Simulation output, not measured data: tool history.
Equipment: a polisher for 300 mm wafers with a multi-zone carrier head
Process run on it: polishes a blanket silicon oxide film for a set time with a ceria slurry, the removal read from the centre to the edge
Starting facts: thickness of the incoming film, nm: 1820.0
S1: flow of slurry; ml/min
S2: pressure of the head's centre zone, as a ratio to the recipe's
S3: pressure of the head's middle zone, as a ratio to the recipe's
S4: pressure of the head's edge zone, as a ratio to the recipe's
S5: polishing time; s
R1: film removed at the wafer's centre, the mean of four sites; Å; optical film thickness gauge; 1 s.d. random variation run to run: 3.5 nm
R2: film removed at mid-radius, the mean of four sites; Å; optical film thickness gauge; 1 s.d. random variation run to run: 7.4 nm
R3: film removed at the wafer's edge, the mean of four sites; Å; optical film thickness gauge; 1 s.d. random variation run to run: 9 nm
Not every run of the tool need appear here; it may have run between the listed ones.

{"run": 1, "hour": 0.0, "S1": 195, "S2": 1, "S3": 1, "S4": 1, "S5": 79, "R1": 3963.9, "R2": 4540.7, "R3": 4434.8}
{"run": 2, "hour": 6.2, "S1": 195, "S2": 1, "S3": 0.97, "S4": 1, "S5": 79, "R1": 3987.1, "R2": 4453.1, "R3": 4416.4}
{"run": 3, "hour": 10.8, "S1": 195, "S2": 1.05, "S3": 0.97, "S4": 1, "S5": 79, "R1": 4135.4, "R2": 4433, "R3": 4559}
{"run": 4, "hour": 14.4, "S1": 220, "S2": 1.05, "S3": 0.97, "S4": 1, "S5": 79, "R1": 4296.3, "R2": 4518.4, "R3": 4561.2}
{"run": 5, "hour": 23.0, "S1": 220, "S2": 1.05, "S3": 0.92, "S4": 1, "S5": 79, "R1": 4244.1, "R2": 4344.4, "R3": 4476.7}
{"run": 6, "hour": 31.1, "S1": 220, "S2": 0.98, "S3": 0.92, "S4": 1, "S5": 79, "R1": 4017.5, "R2": 4333.5, "R3": 4633.4}
{"run": 7, "hour": 39.7, "S1": 235, "S2": 1, "S3": 0.96, "S4": 1.04, "S5": 84, "R1": 4385.1, "R2": 4744.2, "R3": 4855.5}

Run 8 comes next. What will it give?
{"hour": 43.7, "done": "centre zone pressure recalibrated"}
{"run": 8, "hour": 43.7, "S1": 215, "S2": 1.01, "S3": 0.98, "S4": 1.05, "S5": 91, "R1": "?", "R2": "?", "R3": "?"}

R1: 5122.2 Å
R2: 5292.6 Å
R3: 5230.3 Å

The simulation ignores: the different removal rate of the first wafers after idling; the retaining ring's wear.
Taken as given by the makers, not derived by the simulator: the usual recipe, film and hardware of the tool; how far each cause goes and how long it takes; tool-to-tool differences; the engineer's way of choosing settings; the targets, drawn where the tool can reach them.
